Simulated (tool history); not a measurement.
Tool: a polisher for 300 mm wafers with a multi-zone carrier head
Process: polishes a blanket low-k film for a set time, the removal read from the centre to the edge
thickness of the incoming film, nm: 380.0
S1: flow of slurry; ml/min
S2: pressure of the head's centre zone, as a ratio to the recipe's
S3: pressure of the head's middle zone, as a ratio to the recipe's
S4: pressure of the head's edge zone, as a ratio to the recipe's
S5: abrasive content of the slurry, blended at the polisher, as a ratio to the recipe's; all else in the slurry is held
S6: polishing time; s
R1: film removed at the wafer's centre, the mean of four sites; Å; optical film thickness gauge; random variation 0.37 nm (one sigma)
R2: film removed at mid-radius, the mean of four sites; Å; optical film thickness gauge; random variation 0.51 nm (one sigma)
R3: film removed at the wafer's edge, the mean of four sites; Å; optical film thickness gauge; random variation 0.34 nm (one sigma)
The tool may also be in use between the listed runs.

run  hour   S1    S2    S3    S4    S5  S6      R1      R2      R3
  1     0  280     1     1     1     1  68  512.23  500.26  501.36
  2   6.9  215     1     1     1     1  68  494.99  494.71  489.56
  3   9.3  255  1.03  1.04  0.98     1  68  520.36   524.1  489.03
  4    10  285  1.05  1.06  0.97     1  68  542.44  536.64  498.62
  5  10.7  285  1.05  1.06  0.97     1  61  483.32  473.65  441.37
  6  13.4  300  1.08   1.1  0.99  1.05  61  508.84  505.47  459.23

The next listed run, before its measurement:
  7  14.4  320  1.11  1.13   1  1.05  61   ?   ?   ?

{"run 7": {"R1": 522.3, "R2": 529.04, "R3": 462.72}}
